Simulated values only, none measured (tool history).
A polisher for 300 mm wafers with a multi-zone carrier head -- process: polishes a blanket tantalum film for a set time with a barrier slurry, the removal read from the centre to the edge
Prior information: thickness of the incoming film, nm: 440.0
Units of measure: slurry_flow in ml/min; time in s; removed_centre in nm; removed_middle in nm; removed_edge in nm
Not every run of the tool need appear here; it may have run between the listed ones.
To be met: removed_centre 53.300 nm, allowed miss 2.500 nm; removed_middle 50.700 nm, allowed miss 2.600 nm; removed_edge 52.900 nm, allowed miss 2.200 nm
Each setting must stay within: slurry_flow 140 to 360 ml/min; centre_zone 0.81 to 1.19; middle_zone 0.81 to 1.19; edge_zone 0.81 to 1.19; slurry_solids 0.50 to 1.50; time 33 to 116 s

run,hour,slurry_flow,centre_zone,middle_zone,edge_zone,slurry_solids,time,removed_centre,removed_middle,removed_edge
1,0.0,230,1.00,1.00,1.00,1.00,74,77.517,81.924,78.493
2,6.1,230,1.00,1.00,0.96,1.00,74,76.790,79.001,76.858
3,13.6,230,1.00,1.04,0.96,1.00,74,79.978,82.960,77.327
4,20.7,230,1.00,1.04,1.03,1.00,74,77.445,81.082,79.648
5,21.8,230,1.05,1.04,1.03,1.00,74,81.479,83.140,82.189
6,30.0,225,1.04,0.98,1.00,0.85,69,71.574,71.139,70.765
7,32.5,220,1.03,0.93,0.99,0.75,66,65.274,60.540,65.358
8,40.0,220,1.00,0.93,0.95,0.65,65,61.190,59.839,60.529
9,45.9,215,0.98,0.90,0.93,0.60,64,57.473,53.398,57.868
10,53.5,210,0.97,0.90,0.91,0.55,64,55.568,52.996,56.279
11,57.5,205,0.97,0.90,0.89,0.55,64,55.218,53.697,55.699

Below are 5 possible settings for the next run. Only one of them brings all results inside the allowed miss of their targets. Which is it?
A,61.5,180,0.95,0.81,0.99,0.55,70,?,?,?
B,61.5,190,0.81,1.00,0.95,0.55,67,?,?,?
C,61.5,230,1.03,0.96,0.99,0.50,59,?,?,?
D,61.5,205,0.97,0.81,0.94,0.55,66,?,?,?
E,61.5,195,1.04,0.89,0.81,0.65,64,?,?,?

move,removed_centre,removed_middle,removed_edge
A,58.035,53.517,62.899
B,49.948,61.638,59.299
C,53.113,52.661,53.143
D,56.993,51.590,58.812
E,60.306,55.924,55.232
A: the biggest miss grows against the last run
B: the biggest miss grows against the last run
C: each result inside its tolerance
D: the biggest miss grows against the last run
E: the biggest miss grows against the last run
Move C is the one to make.
